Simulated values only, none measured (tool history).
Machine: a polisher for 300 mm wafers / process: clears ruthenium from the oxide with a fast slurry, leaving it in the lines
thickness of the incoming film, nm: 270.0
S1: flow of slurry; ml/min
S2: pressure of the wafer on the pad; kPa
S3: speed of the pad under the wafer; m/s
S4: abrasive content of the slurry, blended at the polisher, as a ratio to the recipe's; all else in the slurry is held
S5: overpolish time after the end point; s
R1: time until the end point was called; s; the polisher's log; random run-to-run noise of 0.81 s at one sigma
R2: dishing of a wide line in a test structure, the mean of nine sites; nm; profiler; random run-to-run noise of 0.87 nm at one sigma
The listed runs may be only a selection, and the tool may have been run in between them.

run	hour	S1	S2	S3	S4	S5	R1	R2
1	0.0	310	22.1	1.22	1.0	9	42.352	40.389
2	8.3	310	20.7	1.22	1.0	10	46.039	42.348
3	12.8	310	25.5	1.22	1.0	10	36.597	50.444
4	19.9	355	25.5	1.22	1.0	10	34.957	52.872
5	24.1	355	29.0	1.22	1.0	10	32.134	56.591
6	31.5	355	29.0	1.22	0.9	10	33.506	54.989
7	34.2	350	26.2	1.22	0.9	11	37.337	54.611
8	39.4	345	24.1	1.22	0.9	11	40.407	51.071

What will run 9 give?
9	45.1	345	24.1	1.22	0.9	11	?	?

For run 9 the tool returned R1 39.406 s, R2 49.096 nm.
